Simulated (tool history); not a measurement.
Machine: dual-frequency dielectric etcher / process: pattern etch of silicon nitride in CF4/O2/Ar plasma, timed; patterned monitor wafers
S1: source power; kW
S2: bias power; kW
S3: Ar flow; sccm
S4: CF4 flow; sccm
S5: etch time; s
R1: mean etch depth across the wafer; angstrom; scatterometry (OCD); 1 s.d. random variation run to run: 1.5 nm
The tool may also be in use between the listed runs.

{"run": 1, "hour": 0.0, "S1": 0.69, "S2": 0.059, "S3": 127, "S4": 98, "S5": 166, "R1": 4264.3}
{"run": 2, "hour": 0.8, "S1": 0.7, "S2": 0.059, "S3": 127, "S4": 98, "S5": 166, "R1": 4308.6}
{"run": 3, "hour": 8.2, "S1": 0.71, "S2": 0.059, "S3": 127, "S4": 98, "S5": 166, "R1": 4339.8}
{"run": 4, "hour": 15.8, "S1": 0.71, "S2": 0.059, "S3": 127, "S4": 86, "S5": 166, "R1": 4236.8}
{"run": 5, "hour": 19.1, "S1": 0.72, "S2": 0.059, "S3": 127, "S4": 86, "S5": 166, "R1": 4292.1}
{"run": 6, "hour": 25.8, "S1": 0.73, "S2": 0.059, "S3": 127, "S4": 86, "S5": 166, "R1": 4316.1}

What does the tool deliver on the next run?
{"run": 7, "hour": 32.0, "S1": 0.74, "S2": 0.059, "S3": 127, "S4": 86, "S5": 166, "R1": "?"}

R1: 4332.2 angstrom
